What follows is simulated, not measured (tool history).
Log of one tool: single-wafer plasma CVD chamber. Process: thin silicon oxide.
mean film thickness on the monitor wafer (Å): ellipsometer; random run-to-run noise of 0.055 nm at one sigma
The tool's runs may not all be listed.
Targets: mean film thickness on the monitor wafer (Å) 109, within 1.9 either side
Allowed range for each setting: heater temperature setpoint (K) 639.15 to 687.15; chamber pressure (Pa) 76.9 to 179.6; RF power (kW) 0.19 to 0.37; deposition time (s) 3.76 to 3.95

| run | hour | heater temperature setpoint (K) | chamber pressure (Pa) | RF power (kW) | deposition time (s) | mean film thickness on the monitor wafer (Å) |
|---|---|---|---|---|---|---|
| 1 | 0 | 663.15 | 128.3 | 0.28 | 3.95 | 86.605 |
| 2 | 1.1 | 663.15 | 134.7 | 0.28 | 3.95 | 89.323 |
| 3 | 7.3 | 663.15 | 134.7 | 0.24 | 3.95 | 85.452 |
| 4 | 9 | 663.15 | 141.7 | 0.24 | 3.95 | 87.847 |
| 5 | 17.2 | 670.15 | 141.7 | 0.24 | 3.95 | 88.022 |
| 6 | 19.9 | 670.15 | 148.3 | 0.24 | 3.95 | 90.054 |
| 7 | 22.1 | 670.15 | 153.7 | 0.245 | 3.95 | 93.596 |
| 8 | 23.3 | 670.15 | 158.3 | 0.25 | 3.95 | 95.097 |
| 9 | 28.5 | 670.15 | 162 | 0.255 | 3.95 | 97.324 |
| 10 | 31.1 | 670.15 | 179.6 | 0.265 | 3.95 | 104.09 |

Of the 4 settings listed for the next run, only one would bring every result within its allowed miss of target. Which one?
| A | 33.7 | 656.15 | 179.6 | 0.275 | 3.84 | ? |
| B | 33.7 | 670.15 | 177.1 | 0.28 | 3.82 | ? |
| C | 33.7 | 681.15 | 178.5 | 0.31 | 3.95 | ? |
| D | 33.7 | 666.15 | 178.4 | 0.23 | 3.85 | ? |

| move | mean film thickness on the monitor wafer (Å) |
|---|---|
| A | 102.28 |
| B | 100.91 |
| C | 107.7 |
| D | 95.476 |
A: its largest miss is bigger than the last run's
B: its largest miss is bigger than the last run's
C: each result inside its tolerance
D: its largest miss is bigger than the last run's
Answer: C

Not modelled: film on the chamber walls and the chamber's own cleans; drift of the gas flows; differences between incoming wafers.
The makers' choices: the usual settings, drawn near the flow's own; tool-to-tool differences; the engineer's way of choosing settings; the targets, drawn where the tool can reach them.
